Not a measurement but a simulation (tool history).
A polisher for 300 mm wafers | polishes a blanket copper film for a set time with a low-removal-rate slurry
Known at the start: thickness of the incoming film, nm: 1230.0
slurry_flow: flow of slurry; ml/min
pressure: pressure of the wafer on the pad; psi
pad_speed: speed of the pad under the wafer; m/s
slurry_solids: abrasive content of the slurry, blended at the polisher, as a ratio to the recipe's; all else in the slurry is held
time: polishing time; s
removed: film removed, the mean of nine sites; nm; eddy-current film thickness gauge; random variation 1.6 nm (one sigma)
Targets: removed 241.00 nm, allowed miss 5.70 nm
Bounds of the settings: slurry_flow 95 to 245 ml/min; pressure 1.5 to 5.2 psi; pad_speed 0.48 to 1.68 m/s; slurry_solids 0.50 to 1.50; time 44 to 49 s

{"run": 1, "hour": 0.0, "slurry_flow": 155, "pressure": 3.3, "pad_speed": 1.08, "slurry_solids": 1.0, "time": 49, "removed": 185.89}
{"run": 2, "hour": 3.9, "slurry_flow": 155, "pressure": 3.3, "pad_speed": 0.94, "slurry_solids": 1.0, "time": 49, "removed": 165.59}
{"run": 3, "hour": 12.7, "slurry_flow": 155, "pressure": 3.3, "pad_speed": 0.94, "slurry_solids": 1.0, "time": 44, "removed": 149.22}
{"run": 4, "hour": 14.8, "slurry_flow": 165, "pressure": 3.5, "pad_speed": 0.94, "slurry_solids": 1.0, "time": 44, "removed": 156.67}
{"run": 5, "hour": 16.1, "slurry_flow": 165, "pressure": 3.5, "pad_speed": 1.14, "slurry_solids": 1.0, "time": 44, "removed": 185.35}
{"run": 6, "hour": 24.8, "slurry_flow": 205, "pressure": 3.5, "pad_speed": 1.14, "slurry_solids": 1.0, "time": 44, "removed": 189.52}
{"hour": 31.7, "done": "head pressure recalibrated"}
{"run": 7, "hour": 31.7, "slurry_flow": 205, "pressure": 3.6, "pad_speed": 1.14, "slurry_solids": 1.0, "time": 44, "removed": 210.67}
{"run": 8, "hour": 36.2, "slurry_flow": 210, "pressure": 3.6, "pad_speed": 1.14, "slurry_solids": 1.0, "time": 44, "removed": 212.87}

4 next moves are on the table. One of them brings every result within its allowed miss. Which?
{"run": "A", "hour": 40.7, "slurry_flow": 240, "pressure": 3.5, "pad_speed": 1.1, "slurry_solids": 1.0, "time": 48, "removed": "?"}
{"run": "B", "hour": 40.7, "slurry_flow": 195, "pressure": 3.6, "pad_speed": 1.36, "slurry_solids": 0.85, "time": 44, "removed": "?"}
{"run": "C", "hour": 40.7, "slurry_flow": 220, "pressure": 3.7, "pad_speed": 1.16, "slurry_solids": 1.1, "time": 49, "removed": "?"}
{"run": "D", "hour": 40.7, "slurry_flow": 190, "pressure": 3.4, "pad_speed": 1.14, "slurry_solids": 0.85, "time": 49, "removed": "?"}

move=A removed=223.59
move=B removed=239.50
move=C removed=252.82
move=D removed=217.58
A: nearer than the last run, and not there yet
B: meets every target
C: takes the result that was furthest off past its target
D: nearer than the last run, and not there yet
The right move is B.
